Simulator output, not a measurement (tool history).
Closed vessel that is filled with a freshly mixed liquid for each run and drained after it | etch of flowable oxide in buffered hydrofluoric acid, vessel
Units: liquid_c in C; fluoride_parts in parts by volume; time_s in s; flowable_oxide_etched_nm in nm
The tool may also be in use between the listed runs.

run,day,liquid_c,fluoride_parts,time_s,flowable_oxide_etched_nm
1,0.000,24.0,15.5,85,306.46
2,0.025,24.0,15.5,95,340.12
3,0.396,24.0,17.0,95,310.66
4,0.462,24.0,17.0,95,309.46
5,0.650,21.5,17.0,95,271.64
6,0.696,21.5,20.0,95,231.33
7,0.867,24.5,20.0,95,271.18
8,1.229,26.5,20.0,95,300.51
9,1.404,26.5,20.0,95,305.36

Run 10 comes next. What will it give?
10,1.688,28.0,20.0,95,?

flowable_oxide_etched_nm: 325.38 nm
